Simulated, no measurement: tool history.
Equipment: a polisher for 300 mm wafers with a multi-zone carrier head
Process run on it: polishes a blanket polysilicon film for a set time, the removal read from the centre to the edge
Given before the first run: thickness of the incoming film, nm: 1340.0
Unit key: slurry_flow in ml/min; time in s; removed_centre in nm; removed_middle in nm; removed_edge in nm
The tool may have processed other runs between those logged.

| run | hour | slurry_flow | centre_zone | middle_zone | edge_zone | time | removed_centre | removed_middle | removed_edge |
|---|---|---|---|---|---|---|---|---|---|
| 1 | 0 | 180 | 1 | 1 | 1 | 62 | 480.52 | 466.19 | 481.88 |
| 2 | 6.6 | 180 | 1 | 0.95 | 1 | 62 | 490.41 | 444.04 | 478.59 |
| 3 | 9.9 | 180 | 1 | 0.91 | 1 | 62 | 484.63 | 427.27 | 486.05 |
| 4 | 13.7 | 180 | 1 | 0.91 | 1 | 74 | 580.23 | 504.93 | 581.46 |
| 5 | 17.2 | 170 | 1.01 | 0.88 | 0.97 | 67 | 522.74 | 452.91 | 519.56 |
| 6 | 22 | 170 | 1.01 | 0.81 | 0.97 | 67 | 524.73 | 415.73 | 525.7 |

Run 7, settings as shown, results not yet in. Your forecast:
| 7 | 28 | 175 | 1.03 | 0.81 | 0.95 | 62 | ? | ? | ? |

{"run 7": {"removed_centre": 499.34, "removed_middle": 390.6, "removed_edge": 479.49}}
